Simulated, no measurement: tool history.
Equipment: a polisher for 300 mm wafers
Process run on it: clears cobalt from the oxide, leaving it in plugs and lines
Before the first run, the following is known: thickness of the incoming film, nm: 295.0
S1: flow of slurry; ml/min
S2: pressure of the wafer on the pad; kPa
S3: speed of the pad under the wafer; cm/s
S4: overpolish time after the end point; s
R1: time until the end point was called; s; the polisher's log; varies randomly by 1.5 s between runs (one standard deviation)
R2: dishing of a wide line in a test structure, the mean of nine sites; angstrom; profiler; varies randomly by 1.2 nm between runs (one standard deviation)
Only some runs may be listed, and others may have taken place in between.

run	hour	S1	S2	S3	S4	R1	R2
1	0	135	9	92	17	100.99	384.56
2	8.5	135	9	74	17	119.56	345.09
3	14.7	135	10.3	76	17	102.58	374.57
4	16.4	135	9.7	76	17	114.62	385.24
5	17.2	135	8.3	76	17	134.99	329.23
6	24	135	8.3	90	17	113.86	362.15
7	26.3	135	9	90	17	101.93	403.41

What does the tool deliver on the next run?
8	27.7	140	11	92	15	?	?

{"run 8": {"R1": 82.929, "R2": 427.35}}
